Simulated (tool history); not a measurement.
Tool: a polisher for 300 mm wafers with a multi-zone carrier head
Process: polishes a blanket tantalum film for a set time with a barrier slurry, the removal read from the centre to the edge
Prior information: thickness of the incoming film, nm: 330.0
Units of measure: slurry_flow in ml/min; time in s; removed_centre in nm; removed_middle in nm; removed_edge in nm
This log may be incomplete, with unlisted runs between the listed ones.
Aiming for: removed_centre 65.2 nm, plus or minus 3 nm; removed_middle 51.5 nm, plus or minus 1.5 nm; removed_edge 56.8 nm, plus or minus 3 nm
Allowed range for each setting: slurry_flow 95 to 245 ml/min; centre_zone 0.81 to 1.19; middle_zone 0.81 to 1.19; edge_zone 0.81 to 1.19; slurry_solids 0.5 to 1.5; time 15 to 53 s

Run 1, day 0: slurry_flow 155 ml/min, centre_zone 1, middle_zone 1, edge_zone 1, slurry_solids 1, time 34 s. Result: removed_centre 47.915 nm, removed_middle 45.975 nm, removed_edge 47.836 nm.
Run 2, day 0.029: slurry_flow 170 ml/min, centre_zone 1.05, middle_zone 1, edge_zone 1.03, slurry_solids 1.05, time 34 s. Result: removed_centre 49.354 nm, removed_middle 47.638 nm, removed_edge 49.009 nm.
Run 3, day 0.204: slurry_flow 165 ml/min, centre_zone 1.09, middle_zone 0.96, edge_zone 1.01, slurry_solids 1.15, time 35 s. Result: removed_centre 55.227 nm, removed_middle 48.039 nm, removed_edge 52.843 nm.
Run 4, day 0.267: slurry_flow 175 ml/min, centre_zone 1.12, middle_zone 0.96, edge_zone 1, slurry_solids 1.2, time 35 s. Result: removed_centre 58.036 nm, removed_middle 48.901 nm, removed_edge 53.3 nm.
Run 5, day 0.425: slurry_flow 175 ml/min, centre_zone 1.12, middle_zone 0.96, edge_zone 0.96, slurry_solids 1.2, time 35 s. Result: removed_centre 58.387 nm, removed_middle 49.55 nm, removed_edge 49.87 nm.
Run 6, day 0.742: slurry_flow 175 ml/min, centre_zone 1.12, middle_zone 0.96, edge_zone 0.89, slurry_solids 1.2, time 35 s. Result: removed_centre 58.827 nm, removed_middle 49.647 nm, removed_edge 49.024 nm.
Run 7, day 0.954: slurry_flow 180 ml/min, centre_zone 1.13, middle_zone 0.95, edge_zone 0.92, slurry_solids 1.25, time 35 s. Result: removed_centre 59.947 nm, removed_middle 50.116 nm, removed_edge 50.354 nm.
Run 8, day 1.271: slurry_flow 180 ml/min, centre_zone 1.14, middle_zone 0.94, edge_zone 0.95, slurry_solids 1.3, time 35 s. Result: removed_centre 60.467 nm, removed_middle 49.981 nm, removed_edge 51.571 nm.
Run 9, day 1.392: slurry_flow 185 ml/min, centre_zone 1.15, middle_zone 0.94, edge_zone 0.97, slurry_solids 1.35, time 35 s. Result: removed_centre 61.309 nm, removed_middle 50.037 nm, removed_edge 53.558 nm.
Run 10, day 1.512: slurry_flow 190 ml/min, centre_zone 1.16, middle_zone 0.94, edge_zone 0.98, slurry_solids 1.35, time 35 s. Result: removed_centre 63.779 nm, removed_middle 50.842 nm, removed_edge 53.568 nm.

5 candidate next runs follow, results not yet known. Just one meets every target within its allowed miss. Identify it.
Run A, day 1.633: slurry_flow 200 ml/min, centre_zone 1.11, middle_zone 0.87, edge_zone 0.92, slurry_solids 1.5, time 37 s. Result: removed_centre ?, removed_middle ?, removed_edge ?.
Run B, day 1.633: slurry_flow 195 ml/min, centre_zone 1.14, middle_zone 0.98, edge_zone 0.94, slurry_solids 1.1, time 36 s. Result: removed_centre ?, removed_middle ?, removed_edge ?.
Run C, day 1.633: slurry_flow 180 ml/min, centre_zone 1.04, middle_zone 0.81, edge_zone 1.11, slurry_solids 1.5, time 40 s. Result: removed_centre ?, removed_middle ?, removed_edge ?.
Run D, day 1.633: slurry_flow 150 ml/min, centre_zone 1.13, middle_zone 0.84, edge_zone 0.99, slurry_solids 1.4, time 42 s. Result: removed_centre ?, removed_middle ?, removed_edge ?.
Run E, day 1.633: slurry_flow 185 ml/min, centre_zone 1.11, middle_zone 0.94, edge_zone 1.09, slurry_solids 1.4, time 38 s. Result: removed_centre ?, removed_middle ?, removed_edge ?.

move  removed_centre  removed_middle  removed_edge
   A          66.037          52.215        56.068
   B          60.541          51.499        50.558
   C          66.025          52.511        65.784
   D          71.742          54.439        63.005
   E          66.022          55.692        60.992
A: hits every target within its allowed miss
B: the biggest miss grows against the last run
C: carries the result that was furthest off beyond its target, to the other side
D: carries the result that was furthest off beyond its target, to the other side
E: carries the result that was furthest off beyond its target, to the other side
Go with A: it meets all targets.
